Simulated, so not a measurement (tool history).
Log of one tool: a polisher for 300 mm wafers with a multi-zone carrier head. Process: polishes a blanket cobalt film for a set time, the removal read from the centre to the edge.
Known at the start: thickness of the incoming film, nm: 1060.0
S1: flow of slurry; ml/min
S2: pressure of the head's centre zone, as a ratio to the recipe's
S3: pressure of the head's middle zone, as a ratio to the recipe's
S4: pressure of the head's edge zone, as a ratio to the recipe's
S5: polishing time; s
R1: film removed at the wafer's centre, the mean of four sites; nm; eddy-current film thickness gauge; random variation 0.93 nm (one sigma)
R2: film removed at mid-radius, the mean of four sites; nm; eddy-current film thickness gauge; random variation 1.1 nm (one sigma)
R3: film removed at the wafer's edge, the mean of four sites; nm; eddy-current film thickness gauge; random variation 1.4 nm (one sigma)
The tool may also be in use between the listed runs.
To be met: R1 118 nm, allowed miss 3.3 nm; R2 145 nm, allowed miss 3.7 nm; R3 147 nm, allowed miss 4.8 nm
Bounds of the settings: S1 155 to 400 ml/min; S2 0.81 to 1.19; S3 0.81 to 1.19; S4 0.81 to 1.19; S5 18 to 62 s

Run 1, hour 0: S1 255 ml/min, S2 1, S3 1, S4 1, S5 40 s. Result: R1 117.54 nm, R2 119.98 nm, R3 122.78 nm.
Run 2, hour 6.1: S1 255 ml/min, S2 0.92, S3 1, S4 1, S5 40 s. Result: R1 109.59 nm, R2 119.06 nm, R3 124.22 nm.
Run 3, hour 10.7: S1 255 ml/min, S2 0.92, S3 1, S4 1.04, S5 40 s. Result: R1 109.68 nm, R2 118.93 nm, R3 125.43 nm.
Run 4, hour 17.9: S1 255 ml/min, S2 0.92, S3 1, S4 1.01, S5 40 s. Result: R1 108.84 nm, R2 120.09 nm, R3 124.24 nm.
Run 5, hour 25.4: S1 265 ml/min, S2 0.91, S3 1.02, S4 1.04, S5 41 s. Result: R1 109.28 nm, R2 122.6 nm, R3 129.52 nm.
Run 6, hour 28.1: S1 265 ml/min, S2 0.99, S3 1.02, S4 1.04, S5 41 s. Result: R1 122.77 nm, R2 122.95 nm, R3 128.89 nm.
Run 7, hour 32.6: S1 330 ml/min, S2 0.9, S3 1.12, S4 1.14, S5 43 s. Result: R1 116.14 nm, R2 141.24 nm, R3 144.72 nm.
Run 8, hour 41.4: S1 335 ml/min, S2 0.9, S3 1.12, S4 1.14, S5 43 s. Result: R1 118.36 nm, R2 142.91 nm, R3 143 nm.

5 next moves are on the table. One of them brings every result within its allowed miss. Which?
Run A, hour 50.2: S1 375 ml/min, S2 0.88, S3 1.01, S4 1.18, S5 45 s. Result: R1 ?, R2 ?, R3 ?.
Run B, hour 50.2: S1 300 ml/min, S2 0.91, S3 1.09, S4 0.96, S5 43 s. Result: R1 ?, R2 ?, R3 ?.
Run C, hour 50.2: S1 355 ml/min, S2 0.89, S3 1.02, S4 1.09, S5 45 s. Result: R1 ?, R2 ?, R3 ?.
Run D, hour 50.2: S1 210 ml/min, S2 0.93, S3 1.19, S4 1.19, S5 44 s. Result: R1 ?, R2 ?, R3 ?.
Run E, hour 50.2: S1 395 ml/min, S2 0.95, S3 1.15, S4 1.12, S5 41 s. Result: R1 ?, R2 ?, R3 ?.

move      R1      R2      R3
   A  121.74  137.57  153.37
   B  118.09  136.24  130.38
   C  122.59  137.95  146.77
   D  119.38   143.8  144.93
   E  120.42  137.79  136.21
A: takes the result that was furthest off past its target
B: further off than the last run
C: brings the result that was furthest off to its target, and leaves another outside
D: meets every target
E: further off than the last run
Move D is the one to make.
